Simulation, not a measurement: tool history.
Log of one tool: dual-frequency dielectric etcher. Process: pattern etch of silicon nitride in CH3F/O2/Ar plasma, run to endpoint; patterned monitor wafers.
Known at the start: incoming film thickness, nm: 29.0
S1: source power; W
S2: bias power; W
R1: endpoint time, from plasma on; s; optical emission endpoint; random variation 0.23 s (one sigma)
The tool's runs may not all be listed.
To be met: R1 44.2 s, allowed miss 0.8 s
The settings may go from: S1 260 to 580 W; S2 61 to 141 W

run	hour	S1	S2	R1
1	0	420	101	37.026
2	3.4	380	101	38.982
3	6.8	350	101	40.744
4	9	350	109	39.692
5	14	350	94	41.9
6	16.9	380	94	40.46
7	24.8	370	94	40.791
8	32.7	360	94	41.354
9	38.5	350	94	41.99
10	40.9	330	93	42.853

4 next moves are on the table. One of them brings every result within its allowed miss. Which?
A	43.3	350	88	?
B	43.3	330	89	?
C	43.3	330	103	?
D	43.3	340	95	?

move	R1
A	42.528
B	43.728
C	41.476
D	42.03
A: further off than the last run
B: meets every target
C: further off than the last run
D: further off than the last run
Move B is the one to make.
